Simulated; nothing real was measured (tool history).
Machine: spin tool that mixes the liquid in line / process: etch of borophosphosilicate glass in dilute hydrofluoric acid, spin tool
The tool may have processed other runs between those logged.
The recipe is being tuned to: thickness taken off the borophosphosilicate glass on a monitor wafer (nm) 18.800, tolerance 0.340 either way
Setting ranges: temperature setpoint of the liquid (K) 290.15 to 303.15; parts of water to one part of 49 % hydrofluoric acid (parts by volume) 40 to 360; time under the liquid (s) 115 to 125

run  hour  temperature setpoint of the liquid (K)  parts of water to one part of 49 % hydrofluoric acid (parts by volume)  time under the liquid (s)  thickness taken off the borophosphosilicate glass on a monitor wafer (nm)
  1   0.0                                  295.15                                                                     200                        115                                                                     14.432
  2   1.5                                  295.15                                                                     260                        115                                                                     10.488
  3  10.1                                  296.65                                                                     250                        115                                                                     11.613
  4  11.0                                  297.65                                                                     240                        115                                                                     12.673
  5  16.0                                  298.65                                                                     235                        115                                                                     13.492
  6  24.2                                  298.65                                                                     235                        125                                                                     14.564
  7  32.6                                  299.65                                                                     230                        125                                                                     15.629
  8  40.7                                  300.15                                                                     225                        125                                                                     16.411
  9  49.5                                  300.15                                                                     225                        125                                                                     16.267
 10  57.6                                  300.65                                                                     220                        125                                                                     17.223
 11  59.4                                  301.15                                                                     220                        125                                                                     17.297
 12  59.9                                  301.65                                                                     220                        125                                                                     17.754
 13  61.2                                  302.15                                                                     220                        125                                                                     17.913
 14  65.3                                  302.65                                                                     220                        125                                                                     18.187

Next run, 5 choices. One meets every target within its allowed miss, the rest don't. Which?
  A  69.4                                  298.65                                                                     190                        115                                                                          ?
  B  69.4                                  302.65                                                                     225                        125                                                                          ?
  C  69.4                                  303.15                                                                     230                        125                                                                          ?
  D  69.4                                  302.15                                                                     205                        115                                                                          ?
  E  69.4                                  300.65                                                                     205                        125                                                                          ?

move  thickness taken off the borophosphosilicate glass on a monitor wafer (nm)
   A                                                                     17.635
   B                                                                     17.842
   C                                                                     17.639
   D                                                                     18.161
   E                                                                     18.737
A: its largest miss is bigger than the last run's
B: its largest miss is bigger than the last run's
C: its largest miss is bigger than the last run's
D: as far off as the last run
E: hits every target within its allowed miss
So the answer is move E, the one that meets all the targets.

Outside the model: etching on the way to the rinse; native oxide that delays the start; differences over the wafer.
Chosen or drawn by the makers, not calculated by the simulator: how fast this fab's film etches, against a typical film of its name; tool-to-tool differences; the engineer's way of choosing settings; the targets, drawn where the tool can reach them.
